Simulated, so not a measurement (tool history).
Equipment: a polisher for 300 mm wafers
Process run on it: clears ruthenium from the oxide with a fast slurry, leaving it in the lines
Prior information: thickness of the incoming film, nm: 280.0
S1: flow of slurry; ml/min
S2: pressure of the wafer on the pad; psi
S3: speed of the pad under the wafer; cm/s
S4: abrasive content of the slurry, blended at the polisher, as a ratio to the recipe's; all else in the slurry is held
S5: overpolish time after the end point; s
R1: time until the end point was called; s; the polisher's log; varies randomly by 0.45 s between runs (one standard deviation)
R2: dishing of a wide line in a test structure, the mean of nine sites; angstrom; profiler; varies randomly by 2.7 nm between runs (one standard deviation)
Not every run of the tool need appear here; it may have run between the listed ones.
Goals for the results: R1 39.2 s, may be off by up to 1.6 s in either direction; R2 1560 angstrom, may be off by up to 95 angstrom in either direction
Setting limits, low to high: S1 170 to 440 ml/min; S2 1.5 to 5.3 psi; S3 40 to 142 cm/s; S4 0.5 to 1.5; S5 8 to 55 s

| run | hour | S1 | S2 | S3 | S4 | S5 | R1 | R2 |
|---|---|---|---|---|---|---|---|---|
| 1 | 0 | 280 | 3.4 | 90 | 1 | 28 | 50.348 | 977.5 |
| 2 | 8.2 | 280 | 3.5 | 90 | 1 | 29 | 49.062 | 1050.7 |
| 3 | 15.8 | 280 | 3.5 | 90 | 1 | 22 | 49.583 | 811.9 |
| 4 | 23.8 | 280 | 3.5 | 90 | 0.9 | 22 | 52.393 | 798.68 |
| 5 | 32.5 | 280 | 3.8 | 90 | 0.9 | 22 | 50.007 | 845.43 |
| 6 | 36.5 | 235 | 3.8 | 90 | 0.9 | 22 | 49.666 | 795.71 |
| 7 | 43.3 | 245 | 3.9 | 90 | 0.9 | 24 | 48.882 | 899.08 |
| 8 | 49.8 | 250 | 4 | 90 | 0.9 | 25 | 48.509 | 939.94 |
| 9 | 54.5 | 255 | 4.2 | 90 | 0.9 | 26 | 45.396 | 999.51 |
| 10 | 61.2 | 260 | 4.3 | 90 | 0.9 | 27 | 44.915 | 1038.7 |
| 11 | 63.5 | 260 | 4.4 | 90 | 0.9 | 28 | 43.948 | 1088 |
| 12 | 65 | 260 | 4.5 | 90 | 0.9 | 29 | 43.552 | 1113.5 |
| 13 | 65.6 | 260 | 4.6 | 90 | 0.9 | 30 | 42.884 | 1180.8 |
| 14 | 71.8 | 260 | 4.7 | 90 | 0.9 | 31 | 41.843 | 1216.3 |
| 15 | 73.2 | 260 | 4.7 | 90 | 0.9 | 32 | 41.721 | 1239.2 |
| 16 | 78 | 260 | 4.7 | 90 | 0.9 | 32 | 42.114 | 1269.1 |
| 17 | 83.5 | 260 | 4.7 | 90 | 0.9 | 33 | 42.625 | 1253.4 |
| 18 | 85 | 260 | 4.8 | 90 | 0.9 | 34 | 42.003 | 1338.9 |

Below are 4 possible settings for the next run. Only one of them brings all results inside the allowed miss of their targets. Which is it?
| A | 86.5 | 240 | 5.3 | 96 | 0.95 | 37 | ? | ? |
| B | 86.5 | 335 | 3.8 | 114 | 0.9 | 41 | ? | ? |
| C | 86.5 | 300 | 5.2 | 94 | 1 | 37 | ? | ? |
| D | 86.5 | 285 | 4.5 | 88 | 0.85 | 32 | ? | ? |

| move | R1 | R2 |
|---|---|---|
| A | 35.013 | 1550.7 |
| B | 39.037 | 1545 |
| C | 34.834 | 1555.5 |
| D | 45.968 | 1174.3 |
A: brings the last run's worst result on target, with another outside its allowed miss
B: all results in spec
C: brings the last run's worst result on target, with another outside its allowed miss
D: moves away from the targets compared with the last run
The right move is B.
